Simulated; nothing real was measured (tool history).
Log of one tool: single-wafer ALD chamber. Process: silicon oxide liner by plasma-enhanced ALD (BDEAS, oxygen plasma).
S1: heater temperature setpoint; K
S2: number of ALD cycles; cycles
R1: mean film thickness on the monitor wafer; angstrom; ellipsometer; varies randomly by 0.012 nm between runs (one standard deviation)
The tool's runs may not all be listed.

run,hour,S1,S2,R1
1,0,593.15,42,35.377
2,7.3,593.15,45,37.41
3,8.2,594.15,41,34.109
4,11,597.15,39,32.358
5,16.3,597.15,41,33.908
6,20.2,597.15,47,39.115

Expected results for the next run?
7,22.3,599.15,43,?

R1: 35.616 angstrom
